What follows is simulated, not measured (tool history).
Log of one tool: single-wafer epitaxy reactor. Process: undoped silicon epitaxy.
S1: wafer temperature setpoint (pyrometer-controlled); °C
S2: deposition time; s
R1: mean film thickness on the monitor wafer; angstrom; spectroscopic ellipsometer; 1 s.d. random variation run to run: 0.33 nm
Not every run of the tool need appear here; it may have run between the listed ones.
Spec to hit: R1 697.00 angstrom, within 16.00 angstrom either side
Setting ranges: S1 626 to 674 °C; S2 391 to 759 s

run	hour	S1	S2	R1
1	0.0	650	575	861.68
2	8.6	659	575	1080.70
3	16.0	657	575	1026.00
4	20.6	657	493	880.60
5	24.4	656	493	852.98
6	28.8	655	493	836.09
7	30.8	654	493	816.84
8	39.4	653	493	798.95
9	46.5	652	493	772.01
10	53.8	650	492	736.46
11	55.2	649	492	718.39

Exactly one of the 4 candidate moves below puts every result within its allowed miss. Which one?
A	56.6	648	510	?
B	56.6	656	401	?
C	56.6	652	484	?
D	56.6	654	450	?

move	R1
A	728.61
B	699.02
C	764.18
D	746.64
A: further off than the last run
B: hits every target within its allowed miss
C: further off than the last run
D: further off than the last run
B is the move that brings every result within its allowed miss.
